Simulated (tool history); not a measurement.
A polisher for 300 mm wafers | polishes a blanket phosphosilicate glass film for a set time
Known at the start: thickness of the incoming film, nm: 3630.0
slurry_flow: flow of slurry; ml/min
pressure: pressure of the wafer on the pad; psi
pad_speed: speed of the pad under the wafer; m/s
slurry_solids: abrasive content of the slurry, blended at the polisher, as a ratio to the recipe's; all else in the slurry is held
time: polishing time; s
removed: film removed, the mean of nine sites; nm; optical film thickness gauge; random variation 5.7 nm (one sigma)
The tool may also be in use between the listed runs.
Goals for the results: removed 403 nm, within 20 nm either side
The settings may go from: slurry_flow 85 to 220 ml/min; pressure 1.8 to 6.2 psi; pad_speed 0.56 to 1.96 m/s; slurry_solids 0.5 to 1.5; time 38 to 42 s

run 1 hour=0 | slurry_flow=140 pressure=4 pad_speed=1.26 slurry_solids=1 time=42 | removed=586.53
run 2 hour=7.2 | slurry_flow=140 pressure=3.8 pad_speed=1.26 slurry_solids=1 time=42 | removed=551.75
run 3 hour=9 | slurry_flow=115 pressure=3.8 pad_speed=1.26 slurry_solids=1 time=42 | removed=538.09
run 4 hour=13.9 | slurry_flow=115 pressure=3.8 pad_speed=1.26 slurry_solids=0.9 time=42 | removed=504.8
run 5 hour=21.5 | slurry_flow=135 pressure=3.8 pad_speed=1.26 slurry_solids=0.9 time=42 | removed=512.97
run 6 hour=23 | slurry_flow=135 pressure=3.7 pad_speed=1.26 slurry_solids=0.9 time=42 | removed=501.97
run 7 hour=26.2 | slurry_flow=135 pressure=3.6 pad_speed=1.26 slurry_solids=0.9 time=42 | removed=492.71
run 8 hour=34.1 | slurry_flow=130 pressure=2.7 pad_speed=1.24 slurry_solids=0.9 time=42 | removed=378.58
run 9 hour=38.4 | slurry_flow=130 pressure=2.8 pad_speed=1.24 slurry_solids=0.9 time=42 | removed=376.47

Next run, 5 choices. One meets every target within its allowed miss, the rest don't. Which?
run A hour=42.7 | slurry_flow=120 pressure=3.1 pad_speed=1.2 slurry_solids=0.9 time=42 | removed=?
run B hour=42.7 | slurry_flow=100 pressure=3.3 pad_speed=1.08 slurry_solids=1 time=38 | removed=?
run C hour=42.7 | slurry_flow=115 pressure=3 pad_speed=1.18 slurry_solids=0.8 time=38 | removed=?
run D hour=42.7 | slurry_flow=130 pressure=2.6 pad_speed=1.24 slurry_solids=0.85 time=41 | removed=?
run E hour=42.7 | slurry_flow=135 pressure=2.3 pad_speed=1.52 slurry_solids=0.85 time=42 | removed=?

move=A removed=394.12
move=B removed=354.38
move=C removed=314.79
move=D removed=327.81
move=E removed=354.17
A: in spec on every target
B: misses by more than the last run did
C: misses by more than the last run did
D: misses by more than the last run did
E: misses by more than the last run did
Go with A: it meets all targets.
